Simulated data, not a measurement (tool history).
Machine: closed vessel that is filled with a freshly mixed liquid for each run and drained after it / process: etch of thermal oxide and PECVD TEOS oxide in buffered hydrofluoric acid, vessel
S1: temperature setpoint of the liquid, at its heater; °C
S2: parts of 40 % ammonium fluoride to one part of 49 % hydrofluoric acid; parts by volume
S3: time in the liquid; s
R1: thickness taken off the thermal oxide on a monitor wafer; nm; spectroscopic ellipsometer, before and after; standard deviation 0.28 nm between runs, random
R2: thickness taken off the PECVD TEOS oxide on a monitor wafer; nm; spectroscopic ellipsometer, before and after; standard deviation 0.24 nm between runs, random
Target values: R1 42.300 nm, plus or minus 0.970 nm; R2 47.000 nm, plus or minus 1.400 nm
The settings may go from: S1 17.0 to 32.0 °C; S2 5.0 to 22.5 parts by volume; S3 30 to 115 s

run 1 hour=0.0 | S1=25.0 S2=13.5 S3=60 | R1=51.297 R2=57.476
run 2 hour=8.6 | S1=24.0 S2=13.5 S3=60 | R1=48.621 R2=54.186
run 3 hour=10.1 | S1=24.0 S2=13.5 S3=40 | R1=32.415 R2=36.204
run 4 hour=12.1 | S1=24.0 S2=15.0 S3=40 | R1=29.500 R2=32.554
run 5 hour=15.2 | S1=24.0 S2=15.0 S3=30 | R1=21.973 R2=24.532
run 6 hour=24.1 | S1=24.0 S2=15.0 S3=30 | R1=22.194 R2=24.643
run 7 hour=31.6 | S1=26.0 S2=14.0 S3=30 | R1=26.122 R2=29.145
run 8 hour=34.6 | S1=27.5 S2=13.0 S3=30 | R1=30.865 R2=33.895
run 9 hour=35.6 | S1=28.5 S2=12.5 S3=30 | R1=33.232 R2=37.349
run 10 hour=39.4 | S1=29.5 S2=12.0 S3=30 | R1=37.117 R2=40.663
run 11 hour=48.4 | S1=30.0 S2=12.0 S3=30 | R1=37.151 R2=41.997
run 12 hour=52.8 | S1=30.5 S2=12.0 S3=30 | R1=38.642 R2=42.981
run 13 hour=61.2 | S1=31.0 S2=12.0 S3=30 | R1=39.756 R2=44.202

Consider the 4 candidate settings below. Which is the only one whose results all fall within their allowed miss of target?
run A hour=69.6 | S1=32.0 S2=11.0 S3=30 | R1=? R2=?
run B hour=69.6 | S1=23.5 S2=12.0 S3=45 | R1=? R2=?
run C hour=69.6 | S1=31.5 S2=11.5 S3=30 | R1=? R2=?
run D hour=69.6 | S1=32.0 S2=12.5 S3=30 | R1=? R2=?

move=A R1=45.333 R2=50.578
move=B R1=39.727 R2=44.323
move=C R1=42.301 R2=47.196
move=D R1=40.024 R2=44.655
A: the result that was furthest off in the last run now lies on the other side of its target
B: as far off as the last run
C: all results land within tolerance of their targets
D: closes in on the targets versus the last run, not all within tolerance yet
Answer: C
